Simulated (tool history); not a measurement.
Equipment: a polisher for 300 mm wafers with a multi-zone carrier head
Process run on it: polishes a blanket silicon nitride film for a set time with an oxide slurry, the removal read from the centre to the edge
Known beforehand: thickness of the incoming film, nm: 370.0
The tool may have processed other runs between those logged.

run	day	flow of slurry (ml/min)	pressure of the head's centre zone	pressure of the head's middle zone	pressure of the head's edge zone	abrasive content of the slurry	polishing time (s)	film removed at the wafer's centre (nm)	film removed at mid-radius (nm)	film removed at the wafer's edge (nm)
1	0	230	1	1	1	1	64	40.227	39.581	40.244
2	0.304	240	1	1.04	1.03	1.05	64	41.043	42.597	42.42
3	0.65	280	1	1.04	1.03	1.05	64	41.273	43.134	43.384
4	0.821	280	0.95	1.04	1.03	1.05	64	38.523	43.602	42.788
5	0.917	280	0.99	1.04	1.03	1.05	64	42.261	42.995	42.395
6	1.154	285	0.99	1.07	1.05	1.1	64	42.378	45.494	45.187

Run 7, settings as shown, results not yet in. Your forecast:
7	1.296	290	1	1.1	1.05	1.1	64	?	?	?

film removed at the wafer's centre (nm): 42.416
film removed at mid-radius (nm): 46.54
film removed at the wafer's edge (nm): 44.466
